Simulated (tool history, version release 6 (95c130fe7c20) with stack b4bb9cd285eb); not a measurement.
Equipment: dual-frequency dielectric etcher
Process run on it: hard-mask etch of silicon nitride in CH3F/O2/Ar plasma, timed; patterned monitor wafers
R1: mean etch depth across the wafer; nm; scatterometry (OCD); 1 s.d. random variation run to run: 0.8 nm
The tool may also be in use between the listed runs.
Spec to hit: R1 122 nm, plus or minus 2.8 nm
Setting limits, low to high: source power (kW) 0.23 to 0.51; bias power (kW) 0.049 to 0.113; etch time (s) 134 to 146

run 1 day=0 | source_power_(kW)=0.37 bias_power_(kW)=0.081 etch_time_(s)=146 | R1=108.14
run 2 day=0.054 | source_power_(kW)=0.43 bias_power_(kW)=0.081 etch_time_(s)=146 | R1=112.88
run 3 day=0.421 | source_power_(kW)=0.44 bias_power_(kW)=0.082 etch_time_(s)=146 | R1=113.25
run 4 day=0.575 | source_power_(kW)=0.44 bias_power_(kW)=0.082 etch_time_(s)=134 | R1=104.66
run 5 day=0.754 | source_power_(kW)=0.44 bias_power_(kW)=0.086 etch_time_(s)=135 | R1=106.26
run 6 day=1.108 | source_power_(kW)=0.49 bias_power_(kW)=0.086 etch_time_(s)=135 | R1=109.14
run 7 day=1.338 | source_power_(kW)=0.49 bias_power_(kW)=0.089 etch_time_(s)=137 | R1=112.84
run 8 day=1.425 | source_power_(kW)=0.49 bias_power_(kW)=0.091 etch_time_(s)=138 | R1=113.06
run 9 day=1.621 | source_power_(kW)=0.49 bias_power_(kW)=0.091 etch_time_(s)=138 | R1=114.36
run 10 day=1.65 | source_power_(kW)=0.49 bias_power_(kW)=0.093 etch_time_(s)=138.5 | R1=113.27
run 11 day=1.821 | source_power_(kW)=0.49 bias_power_(kW)=0.095 etch_time_(s)=139.5 | R1=116.14
run 12 day=1.983 | source_power_(kW)=0.49 bias_power_(kW)=0.096 etch_time_(s)=140 | R1=116.07

Next run, 4 choices. One meets every target within its allowed miss, the rest don't. Which?
run A day=2.146 | source_power_(kW)=0.48 bias_power_(kW)=0.091 etch_time_(s)=142 | R1=?
run B day=2.146 | source_power_(kW)=0.47 bias_power_(kW)=0.106 etch_time_(s)=144.5 | R1=?
run C day=2.146 | source_power_(kW)=0.44 bias_power_(kW)=0.099 etch_time_(s)=141 | R1=?
run D day=2.146 | source_power_(kW)=0.49 bias_power_(kW)=0.1 etch_time_(s)=138.5 | R1=?

move=A R1=117.19
move=B R1=123.49
move=C R1=116.03
move=D R1=117.92
A: closer than the last run, but not yet in spec
B: in spec on every target
C: roughly where the last run was
D: closer than the last run, but not yet in spec
Move B is the one to make.
